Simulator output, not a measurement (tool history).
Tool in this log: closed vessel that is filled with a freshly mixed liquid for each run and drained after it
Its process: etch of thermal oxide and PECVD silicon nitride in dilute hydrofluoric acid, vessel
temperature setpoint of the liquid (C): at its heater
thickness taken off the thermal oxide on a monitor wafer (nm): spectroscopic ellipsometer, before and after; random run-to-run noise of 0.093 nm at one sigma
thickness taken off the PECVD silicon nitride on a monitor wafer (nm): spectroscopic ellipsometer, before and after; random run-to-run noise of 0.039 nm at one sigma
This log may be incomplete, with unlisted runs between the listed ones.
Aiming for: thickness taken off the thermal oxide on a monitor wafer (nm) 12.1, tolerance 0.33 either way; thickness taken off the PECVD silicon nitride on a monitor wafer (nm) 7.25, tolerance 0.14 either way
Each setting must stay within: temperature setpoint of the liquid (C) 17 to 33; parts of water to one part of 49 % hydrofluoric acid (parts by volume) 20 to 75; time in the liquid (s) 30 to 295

run	day	temperature setpoint of the liquid (C)	parts of water to one part of 49 % hydrofluoric acid (parts by volume)	time in the liquid (s)	thickness taken off the thermal oxide on a monitor wafer (nm)	thickness taken off the PECVD silicon nitride on a monitor wafer (nm)
1	0	25	45	150	19.009	11.613
2	0.188	24	50	150	16.548	9.8749
3	0.342	24	40	150	21.175	12.219
4	0.542	23.5	45	155	18.377	10.875
5	0.612	22.5	50	160	16.482	9.3683
6	0.796	22.5	40	160	20.857	11.8
# day 1.167: thermometer replaced
7	1.167	22.5	45	165	17.371	9.1801
8	1.425	22.5	45	145	15.147	8.1156
9	1.496	22.5	50	150	13.929	7.5766
10	1.588	23	55	150	12.852	7.158
11	1.662	23	55	150	12.909	7.0894
12	1.746	23.5	55	150	13.214	7.3315
13	2.05	24	55	150	13.623	7.6412
14	2.388	24.5	55	150	13.647	7.9262
15	2.746	25	60	150	12.873	7.5146
16	2.938	25.5	60	150	13.02	7.7579

Which one of the following 5 next-run settings gets every result inside its allowed miss? There is exactly one.
A	3.129	27.5	50	100	?	?
B	3.129	24.5	65	170	?	?
C	3.129	27	40	85	?	?
D	3.129	22.5	65	200	?	?
E	3.129	26.5	70	160	?	?

move	thickness taken off the thermal oxide on a monitor wafer (nm)	thickness taken off the PECVD silicon nitride on a monitor wafer (nm)
A	11.368	7.0635
B	12.905	7.6038
C	12.01	7.2316
D	13.991	7.8204
E	12.138	7.5924
A: carries the result that was furthest off beyond its target, to the other side
B: closer than the last run, but not yet in spec
C: in spec on every target
D: lands further from the targets than the last run did
E: closer than the last run, but not yet in spec
Go with C: it meets all targets.

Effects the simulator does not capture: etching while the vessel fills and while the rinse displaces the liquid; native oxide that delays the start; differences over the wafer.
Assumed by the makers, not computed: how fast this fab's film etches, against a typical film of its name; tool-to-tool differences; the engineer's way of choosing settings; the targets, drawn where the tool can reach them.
